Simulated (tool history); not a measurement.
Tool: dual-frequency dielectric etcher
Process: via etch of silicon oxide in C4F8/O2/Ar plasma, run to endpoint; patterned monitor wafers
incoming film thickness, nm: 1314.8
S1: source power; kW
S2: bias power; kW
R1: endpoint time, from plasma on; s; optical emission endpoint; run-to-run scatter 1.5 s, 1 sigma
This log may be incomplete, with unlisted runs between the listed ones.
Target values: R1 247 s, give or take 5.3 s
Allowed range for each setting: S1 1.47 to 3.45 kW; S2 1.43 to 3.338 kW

run	hour	S1	S2	R1
1	0	2.46	2.384	222.94
2	8	2.38	2.364	223.3
3	15.2	2.28	2.329	227.3
4	23.2	2.2	2.297	226.47
5	25	2.12	2.188	234.92
6	26.2	2.41	2.188	226.7
# hour 35.2: bias power generator calibrated
7	35.2	2.32	2.148	231.1
8	41.5	2.32	2.148	234.85
9	42.9	2.28	2.126	235.81
10	48.8	2.24	2.11	235.65

5 candidate next runs follow, results not yet known. Just one meets every target within its allowed miss. Identify it.
A	54.7	1.86	1.55	?
B	54.7	1.72	1.822	?
C	54.7	2.03	1.46	?
D	54.7	2.11	1.776	?
E	54.7	2.16	2.244	?

move	R1
A	260.6
B	257.65
C	257.75
D	246.47
E	233.92
A: the result that was furthest off in the last run now lies on the other side of its target
B: the result that was furthest off in the last run now lies on the other side of its target
C: the result that was furthest off in the last run now lies on the other side of its target
D: in spec on every target
E: misses by more than the last run did
Answer: D

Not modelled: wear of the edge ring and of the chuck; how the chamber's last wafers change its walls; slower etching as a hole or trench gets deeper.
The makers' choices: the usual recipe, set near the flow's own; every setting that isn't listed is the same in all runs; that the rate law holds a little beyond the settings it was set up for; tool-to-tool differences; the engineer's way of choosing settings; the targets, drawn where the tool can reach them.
